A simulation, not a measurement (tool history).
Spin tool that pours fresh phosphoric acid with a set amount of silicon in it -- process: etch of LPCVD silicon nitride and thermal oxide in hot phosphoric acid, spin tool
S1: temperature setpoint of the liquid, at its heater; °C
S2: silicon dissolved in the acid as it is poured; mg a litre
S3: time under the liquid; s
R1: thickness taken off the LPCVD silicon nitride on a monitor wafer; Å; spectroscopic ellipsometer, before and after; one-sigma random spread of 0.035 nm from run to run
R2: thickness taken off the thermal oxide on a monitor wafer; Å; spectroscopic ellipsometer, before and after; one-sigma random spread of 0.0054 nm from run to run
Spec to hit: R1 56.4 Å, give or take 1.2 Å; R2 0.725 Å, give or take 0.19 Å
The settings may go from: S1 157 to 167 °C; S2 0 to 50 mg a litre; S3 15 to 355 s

Run 1, day 0: S1 162 °C, S2 23.5 mg a litre, S3 180 s. Result: R1 194.7 Å, R2 3.1863 Å.
Run 2, day 0.083: S1 160.5 °C, S2 25 mg a litre, S3 140 s. Result: R1 143.11 Å, R2 2.3264 Å.
Run 3, day 0.392: S1 160.5 °C, S2 25 mg a litre, S3 75 s. Result: R1 76.882 Å, R2 1.0256 Å.
Run 4, day 0.617: S1 160.5 °C, S2 34 mg a litre, S3 75 s. Result: R1 76.326 Å, R2 0.80144 Å.
Run 5, day 0.821: S1 160.5 °C, S2 40 mg a litre, S3 75 s. Result: R1 77.471 Å, R2 0.64911 Å.
Run 6, day 1.125: S1 160.5 °C, S2 49.5 mg a litre, S3 75 s. Result: R1 76.555 Å, R2 0.43228 Å.
Run 7, day 1.279: S1 160 °C, S2 43.5 mg a litre, S3 70 s. Result: R1 70.802 Å, R2 0.46458 Å.
Run 8, day 1.358: S1 160 °C, S2 43.5 mg a litre, S3 70 s. Result: R1 70.335 Å, R2 0.34085 Å.
Run 9, day 1.692: S1 159.5 °C, S2 36 mg a litre, S3 65 s. Result: R1 64.346 Å, R2 0.55934 Å.
Run 10, day 1.867: S1 159.5 °C, S2 36 mg a litre, S3 65 s. Result: R1 65.092 Å, R2 0.66037 Å.
Run 11, day 2.154: S1 159 °C, S2 35.5 mg a litre, S3 65 s. Result: R1 63.635 Å, R2 0.53838 Å.
Run 12, day 2.258: S1 158.5 °C, S2 32.5 mg a litre, S3 65 s. Result: R1 62.914 Å, R2 0.68231 Å.
Run 13, day 2.45: S1 157 °C, S2 29.5 mg a litre, S3 50 s. Result: R1 45.717 Å, R2 0.46696 Å.
Run 14, day 2.717: S1 157.5 °C, S2 28.5 mg a litre, S3 50 s. Result: R1 46.34 Å, R2 0.57109 Å.
Run 15, day 2.746: S1 158 °C, S2 28.5 mg a litre, S3 50 s. Result: R1 47.241 Å, R2 0.61062 Å.
Run 16, day 2.942: S1 158.5 °C, S2 29 mg a litre, S3 50 s. Result: R1 48.024 Å, R2 0.54593 Å.

Exercise: of the 5 proposed moves below, exactly one satisfies all targets within the stated allowed misses. Which move is it?
Run A, day 3.138: S1 159 °C, S2 27.5 mg a litre, S3 55 s. Result: R1 ?, R2 ?.
Run B, day 3.138: S1 158 °C, S2 28 mg a litre, S3 60 s. Result: R1 ?, R2 ?.
Run C, day 3.138: S1 158.5 °C, S2 26.5 mg a litre, S3 55 s. Result: R1 ?, R2 ?.
Run D, day 3.138: S1 157 °C, S2 0 mg a litre, S3 60 s. Result: R1 ?, R2 ?.
Run E, day 3.138: S1 159 °C, S2 13 mg a litre, S3 55 s. Result: R1 ?, R2 ?.

move      R1       R2
   A  53.989  0.77623
   B  56.939  0.77162
   C  53.085  0.77503
   D  55.037   1.4583
   E  53.989   1.1855
A: closes in on the targets versus the last run, not all within tolerance yet
B: all results in spec
C: closes in on the targets versus the last run, not all within tolerance yet
D: closes in on the targets versus the last run, not all within tolerance yet
E: closes in on the targets versus the last run, not all within tolerance yet
Go with B: it meets all targets.

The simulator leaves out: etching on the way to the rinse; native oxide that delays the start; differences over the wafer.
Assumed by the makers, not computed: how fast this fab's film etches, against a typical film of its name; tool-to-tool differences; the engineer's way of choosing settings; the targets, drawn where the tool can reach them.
